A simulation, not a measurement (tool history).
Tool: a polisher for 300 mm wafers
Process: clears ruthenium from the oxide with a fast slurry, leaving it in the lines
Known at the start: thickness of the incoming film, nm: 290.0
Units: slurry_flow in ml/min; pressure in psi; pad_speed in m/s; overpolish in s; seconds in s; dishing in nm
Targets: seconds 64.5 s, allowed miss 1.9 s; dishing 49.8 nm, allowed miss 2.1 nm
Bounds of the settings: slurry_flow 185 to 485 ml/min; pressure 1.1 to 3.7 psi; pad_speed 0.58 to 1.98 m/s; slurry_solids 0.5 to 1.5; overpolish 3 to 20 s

| run | hour | slurry_flow | pressure | pad_speed | slurry_solids | overpolish | seconds | dishing |
|---|---|---|---|---|---|---|---|---|
| 1 | 0 | 310 | 2.4 | 1.28 | 1 | 10 | 71.605 | 32.947 |
| 2 | 4.7 | 305 | 2.6 | 1.28 | 1 | 12 | 67.844 | 42.654 |
| 3 | 9.1 | 265 | 2.6 | 1.28 | 1 | 12 | 66.628 | 40.585 |
| 4 | 14.5 | 265 | 2.6 | 1.56 | 1 | 12 | 55.977 | 49.162 |
| 5 | 17.8 | 255 | 2.4 | 1.56 | 1 | 13 | 61.368 | 48.685 |
| 6 | 25.2 | 255 | 2.3 | 1.56 | 1 | 13 | 63.506 | 47.432 |
| 7 | 30.7 | 265 | 2.3 | 1.56 | 1 | 13 | 63.044 | 48.85 |
| 8 | 35.9 | 265 | 2.2 | 1.56 | 1 | 13 | 65.562 | 45.434 |

5 next moves are on the table. One of them brings every result within its allowed miss. Which?
| A | 41.1 | 355 | 2.5 | 1.46 | 0.85 | 14 | ? | ? |
| B | 41.1 | 255 | 2.5 | 1.4 | 1 | 13 | ? | ? |
| C | 41.1 | 260 | 2.2 | 1.58 | 1.05 | 10 | ? | ? |
| D | 41.1 | 250 | 2.4 | 1.44 | 1 | 11 | ? | ? |
| E | 41.1 | 255 | 2.3 | 1.46 | 1.1 | 11 | ? | ? |

| move | seconds | dishing |
|---|---|---|
| A | 63.82 | 50.465 |
| B | 65.214 | 46.327 |
| C | 64.244 | 36.99 |
| D | 66.221 | 39.264 |
| E | 65.536 | 39.639 |
A: meets every target
B: nearer than the last run, and not there yet
C: further off than the last run
D: further off than the last run
E: further off than the last run
The right move is A.

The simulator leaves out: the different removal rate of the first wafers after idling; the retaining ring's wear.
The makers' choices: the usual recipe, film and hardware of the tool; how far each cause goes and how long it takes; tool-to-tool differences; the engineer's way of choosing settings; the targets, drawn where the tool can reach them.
